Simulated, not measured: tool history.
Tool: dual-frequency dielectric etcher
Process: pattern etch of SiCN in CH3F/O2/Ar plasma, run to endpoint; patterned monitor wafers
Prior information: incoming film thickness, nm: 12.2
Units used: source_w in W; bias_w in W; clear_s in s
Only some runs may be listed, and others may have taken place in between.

| run | hour | source_w | bias_w | clear_s |
|---|---|---|---|---|
| 1 | 0 | 340 | 95 | 35.27 |
| 2 | 7.3 | 330 | 94 | 35.115 |
| 3 | 11 | 320 | 91 | 35.783 |
| 4 | 12.7 | 310 | 88 | 36.319 |
| 5 | 19.6 | 300 | 85 | 37.611 |
| 6 | 22 | 350 | 85 | 35.399 |
| 7 | 28.8 | 340 | 83 | 36.76 |

Run 8, settings as shown, results not yet in. Your forecast:
| 8 | 35.3 | 330 | 82 | ? |

Run 8 came out at clear_s 36.822 s.
